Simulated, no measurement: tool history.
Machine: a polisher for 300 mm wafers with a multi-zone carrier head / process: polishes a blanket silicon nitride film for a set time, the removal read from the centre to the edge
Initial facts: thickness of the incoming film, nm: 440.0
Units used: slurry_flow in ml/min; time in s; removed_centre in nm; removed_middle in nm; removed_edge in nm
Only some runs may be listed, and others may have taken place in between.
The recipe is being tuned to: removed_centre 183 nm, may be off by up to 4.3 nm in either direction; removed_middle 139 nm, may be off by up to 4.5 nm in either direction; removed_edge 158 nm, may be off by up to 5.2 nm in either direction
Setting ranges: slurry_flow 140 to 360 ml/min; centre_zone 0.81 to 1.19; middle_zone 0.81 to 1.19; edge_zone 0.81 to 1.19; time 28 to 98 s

Run 1, hour 0: slurry_flow 230 ml/min, centre_zone 1, middle_zone 1, edge_zone 1, time 63 s. Result: removed_centre 116.01 nm, removed_middle 116.67 nm, removed_edge 121.3 nm.
Run 2, hour 7.6: slurry_flow 255 ml/min, centre_zone 1.06, middle_zone 0.98, edge_zone 1.02, time 67 s. Result: removed_centre 131.07 nm, removed_middle 118.91 nm, removed_edge 128.24 nm.
Run 3, hour 8.4: slurry_flow 290 ml/min, centre_zone 1.06, middle_zone 0.98, edge_zone 1.02, time 67 s. Result: removed_centre 134.48 nm, removed_middle 123.79 nm, removed_edge 129.52 nm.
Run 4, hour 14.7: slurry_flow 295 ml/min, centre_zone 1.1, middle_zone 0.97, edge_zone 1.04, time 71 s. Result: removed_centre 147.09 nm, removed_middle 131.49 nm, removed_edge 140.19 nm.
Run 5, hour 16.4: slurry_flow 245 ml/min, centre_zone 1.1, middle_zone 0.97, edge_zone 1.04, time 71 s. Result: removed_centre 144.84 nm, removed_middle 128.12 nm, removed_edge 137.09 nm.
Run 6, hour 25.4: slurry_flow 205 ml/min, centre_zone 1.1, middle_zone 0.97, edge_zone 1.04, time 71 s. Result: removed_centre 141.98 nm, removed_middle 124.24 nm, removed_edge 133.34 nm.
Run 7, hour 28: slurry_flow 225 ml/min, centre_zone 1.13, middle_zone 0.95, edge_zone 1.05, time 74 s. Result: removed_centre 152.52 nm, removed_middle 129.1 nm, removed_edge 142.92 nm.
Run 8, hour 33.8: slurry_flow 245 ml/min, centre_zone 1.15, middle_zone 0.93, edge_zone 1.03, time 76 s. Result: removed_centre 162.34 nm, removed_middle 131.34 nm, removed_edge 150.48 nm.
Run 9, hour 42.2: slurry_flow 260 ml/min, centre_zone 1.16, middle_zone 0.93, edge_zone 0.98, time 77 s. Result: removed_centre 167.92 nm, removed_middle 132.04 nm, removed_edge 145.46 nm.
Run 10, hour 47: slurry_flow 275 ml/min, centre_zone 1.17, middle_zone 0.92, edge_zone 0.99, time 78 s. Result: removed_centre 173.2 nm, removed_middle 135.32 nm, removed_edge 150.03 nm.
Run 11, hour 55.8: slurry_flow 285 ml/min, centre_zone 1.18, middle_zone 0.91, edge_zone 1, time 78 s. Result: removed_centre 173.59 nm, removed_middle 135.74 nm, removed_edge 151.85 nm.
Run 12, hour 58: slurry_flow 290 ml/min, centre_zone 1.18, middle_zone 0.9, edge_zone 0.99, time 79 s. Result: removed_centre 177.51 nm, removed_middle 135.09 nm, removed_edge 148.96 nm.

Pick the move, out of 4, that brings all results within their allowed miss; only one does.
Run A, hour 60.2: slurry_flow 260 ml/min, centre_zone 1.12, middle_zone 0.86, edge_zone 1.05, time 83 s. Result: removed_centre ?, removed_middle ?, removed_edge ?.
Run B, hour 60.2: slurry_flow 305 ml/min, centre_zone 1.19, middle_zone 0.98, edge_zone 0.83, time 76 s. Result: removed_centre ?, removed_middle ?, removed_edge ?.
Run C, hour 60.2: slurry_flow 280 ml/min, centre_zone 1.14, middle_zone 0.93, edge_zone 1.01, time 81 s. Result: removed_centre ?, removed_middle ?, removed_edge ?.
Run D, hour 60.2: slurry_flow 240 ml/min, centre_zone 1.19, middle_zone 0.9, edge_zone 0.99, time 83 s. Result: removed_centre ?, removed_middle ?, removed_edge ?.

move  removed_centre  removed_middle  removed_edge
   A           171.5          134.77        163.51
   B          170.73          140.28        135.87
   C          172.25          141.64         157.5
   D          180.19          138.41        157.56
A: the result that was furthest off in the last run now lies on the other side of its target
B: misses by more than the last run did
C: the worst result of the last run now meets its target, but another is out of spec
D: hits every target within its allowed miss
Go with D: it meets all targets.
